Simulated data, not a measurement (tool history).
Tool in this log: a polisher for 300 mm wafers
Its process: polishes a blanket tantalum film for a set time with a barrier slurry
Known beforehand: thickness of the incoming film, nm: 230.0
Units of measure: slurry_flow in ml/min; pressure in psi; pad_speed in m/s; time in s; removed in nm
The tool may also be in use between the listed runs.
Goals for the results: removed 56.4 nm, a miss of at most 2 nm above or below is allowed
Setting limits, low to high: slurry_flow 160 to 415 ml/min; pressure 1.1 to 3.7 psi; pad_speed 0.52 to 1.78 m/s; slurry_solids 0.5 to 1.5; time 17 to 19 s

| run | hour | slurry_flow | pressure | pad_speed | slurry_solids | time | removed |
|---|---|---|---|---|---|---|---|
| 1 | 0 | 265 | 2.4 | 1.14 | 1 | 19 | 44.489 |
| 2 | 2.1 | 265 | 2.4 | 1.14 | 1 | 19 | 43.752 |
| 3 | 10.6 | 240 | 2.4 | 1.14 | 1 | 19 | 44.628 |
| 4 | 14.8 | 240 | 2.4 | 1.14 | 1 | 17 | 39.904 |
| 5 | 21.7 | 240 | 2.4 | 1.38 | 1 | 17 | 46.748 |
| 6 | 29 | 290 | 2.4 | 1.38 | 1 | 17 | 47.346 |
| 7 | 33.2 | 290 | 2.5 | 1.38 | 1 | 17 | 49.626 |
| 8 | 38.3 | 290 | 2.6 | 1.38 | 1 | 17 | 50.657 |
| 9 | 46.5 | 290 | 2.7 | 1.38 | 1 | 17 | 54.261 |

Next run, 4 choices. One meets every target within its allowed miss, the rest don't. Which?
| A | 54.7 | 300 | 2.7 | 1.28 | 0.95 | 18 | ? |
| B | 54.7 | 330 | 2.7 | 1.4 | 0.75 | 19 | ? |
| C | 54.7 | 220 | 2.4 | 1.36 | 1.15 | 19 | ? |
| D | 54.7 | 290 | 2.4 | 1.62 | 0.85 | 17 | ? |

| move | removed |
|---|---|
| A | 51.118 |
| B | 54.99 |
| C | 51.805 |
| D | 51.925 |
A: moves away from the targets compared with the last run
B: every result within its allowed miss
C: moves away from the targets compared with the last run
D: moves away from the targets compared with the last run
B meets every target.
